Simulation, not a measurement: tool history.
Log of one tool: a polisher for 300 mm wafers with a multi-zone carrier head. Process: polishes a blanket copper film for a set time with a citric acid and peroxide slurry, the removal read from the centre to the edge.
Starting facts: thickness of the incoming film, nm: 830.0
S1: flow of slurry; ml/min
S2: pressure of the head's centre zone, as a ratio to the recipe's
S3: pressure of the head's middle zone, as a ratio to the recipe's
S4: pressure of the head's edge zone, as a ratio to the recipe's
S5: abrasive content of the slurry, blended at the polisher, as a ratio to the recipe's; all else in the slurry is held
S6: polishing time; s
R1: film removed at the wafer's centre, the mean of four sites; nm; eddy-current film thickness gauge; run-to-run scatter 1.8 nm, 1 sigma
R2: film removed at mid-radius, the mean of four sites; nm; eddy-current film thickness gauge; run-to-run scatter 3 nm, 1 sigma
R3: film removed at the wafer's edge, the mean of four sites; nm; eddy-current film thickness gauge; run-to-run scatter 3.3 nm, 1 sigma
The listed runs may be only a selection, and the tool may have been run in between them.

Run 1, hour 0.0: S1 305 ml/min, S2 1.00, S3 1.00, S4 1.00, S5 1.00, S6 44 s. Result: R1 189.86 nm, R2 196.72 nm, R3 191.32 nm.
Run 2, hour 8.6: S1 305 ml/min, S2 1.00, S3 1.00, S4 1.00, S5 0.90, S6 44 s. Result: R1 187.57 nm, R2 190.16 nm, R3 191.06 nm.
Run 3, hour 13.2: S1 305 ml/min, S2 1.00, S3 0.98, S4 1.02, S5 0.95, S6 46 s. Result: R1 196.90 nm, R2 198.68 nm, R3 204.18 nm.
Run 4, hour 15.0: S1 305 ml/min, S2 0.97, S3 0.98, S4 1.02, S5 0.95, S6 46 s. Result: R1 190.46 nm, R2 200.74 nm, R3 201.16 nm.
Run 5, hour 23.6: S1 305 ml/min, S2 0.97, S3 0.98, S4 1.02, S5 0.80, S6 46 s. Result: R1 190.42 nm, R2 191.62 nm, R3 196.57 nm.
Run 6, hour 28.0: S1 305 ml/min, S2 0.97, S3 0.98, S4 0.98, S5 0.80, S6 46 s. Result: R1 191.66 nm, R2 193.56 nm, R3 194.94 nm.
Run 7, hour 31.6: S1 305 ml/min, S2 0.98, S3 0.97, S4 1.00, S5 0.85, S6 48 s. Result: R1 199.94 nm, R2 202.00 nm, R3 207.96 nm.
Run 8, hour 33.8: S1 305 ml/min, S2 1.00, S3 0.96, S4 1.02, S5 0.90, S6 49 s. Result: R1 208.40 nm, R2 208.40 nm, R3 214.55 nm.
Run 9, hour 36.4: S1 305 ml/min, S2 1.01, S3 0.94, S4 1.04, S5 0.95, S6 50 s. Result: R1 217.23 nm, R2 207.45 nm, R3 222.85 nm.

Forecast run 10:
Run 10, hour 38.4: S1 305 ml/min, S2 1.01, S3 0.94, S4 1.06, S5 1.00, S6 51 s. Result: R1 ?, R2 ?, R3 ?.

R1: 222.08 nm
R2: 214.06 nm
R3: 226.50 nm
